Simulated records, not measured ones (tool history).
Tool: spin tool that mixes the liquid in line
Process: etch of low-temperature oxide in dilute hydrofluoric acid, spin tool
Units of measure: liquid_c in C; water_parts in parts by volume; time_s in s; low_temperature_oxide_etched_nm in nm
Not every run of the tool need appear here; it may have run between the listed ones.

run  hour  liquid_c  water_parts  time_s  low_temperature_oxide_etched_nm
  1     0        21          175     285                           32.542
  2   4.2        21          210     285                           26.233
  3   6.7        21          210     285                           26.165
  4   8.7        21          210     305                           28.035
  5   9.8        21          150     305                           41.193
  6  15.8        21          105     305                            61.77
  7  23.3        17          175     305                           29.719
  8  30.6        17          185     305                            27.78

Run 9 has not been measured yet. What should we expect?
  9  31.8        17          190     305                                ?

low_temperature_oxide_etched_nm: 26.701 nm
